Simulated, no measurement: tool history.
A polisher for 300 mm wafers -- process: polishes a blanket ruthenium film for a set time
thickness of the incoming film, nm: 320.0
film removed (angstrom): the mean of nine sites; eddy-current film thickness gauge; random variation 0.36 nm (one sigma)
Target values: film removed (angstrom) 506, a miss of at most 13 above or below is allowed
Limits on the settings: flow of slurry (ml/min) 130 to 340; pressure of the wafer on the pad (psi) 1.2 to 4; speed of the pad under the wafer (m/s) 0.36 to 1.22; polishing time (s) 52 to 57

run,hour,flow of slurry (ml/min),pressure of the wafer on the pad (psi),speed of the pad under the wafer (m/s),polishing time (s),film removed (angstrom)
1,0,220,2.6,0.78,57,659.99
2,2.4,220,2.3,0.78,57,587.34
3,5.1,180,2.3,0.78,57,574.89
4,9,180,2.2,0.78,57,551.49
5,13.4,180,2.2,0.78,57,547.76
6,18.7,175,2.2,0.78,57,540.48
7,24.4,170,2.2,0.78,57,537.22
8,32,165,2.2,0.78,57,546.32

Next run, 4 choices. One meets every target within its allowed miss, the rest don't. Which?
A,39.6,165,1.9,1.04,56,?
B,39.6,160,2.6,0.76,57,?
C,39.6,150,1.7,0.98,57,?
D,39.6,145,2.5,0.76,57,?

move,film removed (angstrom)
A,593.58
B,611.35
C,504.83
D,576.92
A: its largest miss is bigger than the last run's
B: its largest miss is bigger than the last run's
C: all results in spec
D: its largest miss is bigger than the last run's
The move that meets every target is C.
